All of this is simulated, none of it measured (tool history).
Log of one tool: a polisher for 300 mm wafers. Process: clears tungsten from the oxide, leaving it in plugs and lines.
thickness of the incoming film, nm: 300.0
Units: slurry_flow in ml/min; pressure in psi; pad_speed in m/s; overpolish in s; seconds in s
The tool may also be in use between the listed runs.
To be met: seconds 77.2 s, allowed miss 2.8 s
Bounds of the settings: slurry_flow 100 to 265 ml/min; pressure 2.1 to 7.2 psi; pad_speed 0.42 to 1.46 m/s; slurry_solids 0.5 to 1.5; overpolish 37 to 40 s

run	hour	slurry_flow	pressure	pad_speed	slurry_solids	overpolish	seconds
1	0	170	4.6	0.94	1	37	60.643
2	6.4	165	4.3	0.94	1	37	64.946
3	12.5	165	4.1	0.94	1	37	66.655
4	16.5	165	3.9	0.94	1	37	71.853
5	25.2	165	3.8	0.94	1	37	72.687
6	26.5	165	3.8	0.94	1.15	37	69.806
# hour 31.9: slurry nozzle cleaned
7	31.9	165	3.7	0.94	1.15	37	68.039
8	37.4	160	3.6	0.94	1.15	37	70.685
9	45.3	160	3.5	0.94	1.15	37	71.782

Which of these 4 next moves meets every target?
A	53.2	150	3.3	1.12	1.2	37	?
B	53.2	135	4.1	0.94	1.05	38	?
C	53.2	100	3.4	1.12	0.8	37	?
D	53.2	150	3.6	0.96	1.2	37	?

move	seconds
A	64.736
B	66.06
C	77.504
D	69.18
A: further off than the last run
B: further off than the last run
C: meets every target
D: further off than the last run
Move C is the one to make.
